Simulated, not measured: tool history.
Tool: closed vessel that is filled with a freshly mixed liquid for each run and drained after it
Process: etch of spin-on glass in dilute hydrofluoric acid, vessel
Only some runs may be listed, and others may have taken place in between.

run	hour	temperature setpoint of the liquid (C)	parts of water to one part of 49 % hydrofluoric acid (parts by volume)	time in the liquid (s)	thickness taken off the spin-on glass on a monitor wafer (nm)
1	0	25	260	100	13.422
2	2.1	25	335	100	9.5719
3	8.9	25	245	100	14.312
4	17.7	26	245	100	14.878
5	19.2	26	295	100	11.612
6	20.6	27	285	100	12.73
7	25.4	28	280	100	13.543

For run 8, what comes out?
8	31.5	32	260	100	?

thickness taken off the spin-on glass on a monitor wafer (nm): 16.8
